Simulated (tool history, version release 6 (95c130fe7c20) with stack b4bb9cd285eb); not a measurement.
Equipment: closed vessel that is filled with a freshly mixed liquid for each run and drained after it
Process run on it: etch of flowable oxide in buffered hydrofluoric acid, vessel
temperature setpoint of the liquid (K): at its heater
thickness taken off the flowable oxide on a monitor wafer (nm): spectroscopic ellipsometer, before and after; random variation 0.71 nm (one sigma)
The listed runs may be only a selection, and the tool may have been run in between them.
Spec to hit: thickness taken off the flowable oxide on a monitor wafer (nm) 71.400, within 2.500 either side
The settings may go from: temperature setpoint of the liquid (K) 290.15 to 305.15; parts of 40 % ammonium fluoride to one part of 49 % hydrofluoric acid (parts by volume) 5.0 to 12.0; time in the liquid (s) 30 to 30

run  hour  temperature setpoint of the liquid (K)  parts of 40 % ammonium fluoride to one part of 49 % hydrofluoric acid (parts by volume)  time in the liquid (s)  thickness taken off the flowable oxide on a monitor wafer (nm)
  1   0.0                                  298.15                                                                                      7.0                      30                                                         128.490
  2   5.5                                  298.15                                                                                      6.0                      30                                                         149.370
  3   9.4                                  297.15                                                                                      6.5                      30                                                         132.550
  4  13.5                                  293.65                                                                                      6.5                      30                                                         107.480
  5  17.4                                  293.65                                                                                      6.5                      30                                                         107.460
  6  20.1                                  293.15                                                                                      6.5                      30                                                         104.110
  7  25.1                                  293.15                                                                                      6.5                      30                                                         105.620
  8  33.3                                  290.15                                                                                      8.5                      30                                                          66.173

Which single option among these 4 for the next run brings every result within its allowed miss of target? Just one does.
  A  41.5                                  290.65                                                                                      9.0                      30                                                               ?
  B  41.5                                  290.15                                                                                      8.0                      30                                                               ?
  C  41.5                                  290.15                                                                                      9.0                      30                                                               ?
  D  41.5                                  291.15                                                                                      8.0                      30                                                               ?

move  thickness taken off the flowable oxide on a monitor wafer (nm)
   A                                                          65.085
   B                                                          71.887
   C                                                          63.256
   D                                                          76.096
A: its largest miss is bigger than the last run's
B: in spec on every target
C: its largest miss is bigger than the last run's
D: carries the result that was furthest off beyond its target, to the other side
Correct choice: B, which meets every target
